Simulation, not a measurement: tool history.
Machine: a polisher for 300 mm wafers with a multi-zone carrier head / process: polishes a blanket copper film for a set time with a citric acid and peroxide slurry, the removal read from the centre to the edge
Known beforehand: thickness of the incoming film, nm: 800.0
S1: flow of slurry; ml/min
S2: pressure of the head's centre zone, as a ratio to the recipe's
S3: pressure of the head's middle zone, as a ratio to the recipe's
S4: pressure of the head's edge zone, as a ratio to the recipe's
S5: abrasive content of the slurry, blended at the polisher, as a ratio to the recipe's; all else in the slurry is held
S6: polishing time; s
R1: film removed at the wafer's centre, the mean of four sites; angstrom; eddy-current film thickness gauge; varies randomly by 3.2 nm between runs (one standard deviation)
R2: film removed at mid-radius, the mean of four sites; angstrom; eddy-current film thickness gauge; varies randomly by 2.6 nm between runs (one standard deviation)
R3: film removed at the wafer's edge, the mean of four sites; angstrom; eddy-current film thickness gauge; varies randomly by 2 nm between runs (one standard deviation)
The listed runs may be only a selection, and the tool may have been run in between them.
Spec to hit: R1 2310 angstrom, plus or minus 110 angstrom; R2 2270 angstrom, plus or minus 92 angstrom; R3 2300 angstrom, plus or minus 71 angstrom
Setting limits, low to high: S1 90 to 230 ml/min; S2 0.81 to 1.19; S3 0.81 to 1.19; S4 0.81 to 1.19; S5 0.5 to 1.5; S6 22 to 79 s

run  hour   S1    S2    S3    S4    S5  S6      R1      R2      R3
  1     0  150     1     1     1     1  50  1586.3  1586.1  1575.6
  2     8  155  1.01  1.01  1.03   1.1  52  1672.6  1661.4  1683.6
  3    13  160  1.02  1.03  1.05   1.2  55  1846.2    1838  1851.2
  4  17.5  160  1.02  1.03  1.05  1.05  55  1741.6  1797.3  1771.8
  5  18.7  160  1.02  1.11  1.05  1.05  55  1806.2  1938.7  1772.5
  6  22.2  165  1.03   1.1  1.07  1.15  56  1845.4  1988.4  1899.8
  7  30.7  170  1.06   1.1  1.08  1.25  57  2040.2    2064  1933.5
  8  37.1  175  1.06  1.09   1.1   1.3  58  2104.6  2100.8  2051.9
  9  45.8  180  1.06  1.09  1.12  1.35  58    2066  2121.3  2089.1
 10  54.3  185  1.07  1.09  1.13   1.4  59  2220.6    2178  2136.9
 11  57.1  185  1.07  1.09  1.14   1.4  59    2169  2205.6  2151.1

Exactly one of the 5 candidate moves below puts every result within its allowed miss. Which one?
  A  59.9  190  1.01  1.14  1.16  1.45  65   ?   ?   ?
  B  59.9  210  0.91  1.01  1.19   1.1  65   ?   ?   ?
  C  59.9  195  1.03   1.1  1.13   1.3  59   ?   ?   ?
  D  59.9  185  1.11  0.95  1.14   1.5  67   ?   ?   ?
  E  59.9  210  1.06  1.05  1.15   1.3  63   ?   ?   ?

move      R1      R2      R3
   A  2361.7  2526.1  2431.5
   B  2050.5  2196.2  2369.3
   C  2150.1  2186.1  2139.6
   D  2678.4  2234.3  2498.7
   E  2391.8    2268  2326.1
A: pushes the last run's worst result past its target
B: puts the biggest miss on target and leaves a different result outside tolerance
C: its largest miss is bigger than the last run's
D: pushes the last run's worst result past its target
E: in spec on every target
E is the move that brings every result within its allowed miss.

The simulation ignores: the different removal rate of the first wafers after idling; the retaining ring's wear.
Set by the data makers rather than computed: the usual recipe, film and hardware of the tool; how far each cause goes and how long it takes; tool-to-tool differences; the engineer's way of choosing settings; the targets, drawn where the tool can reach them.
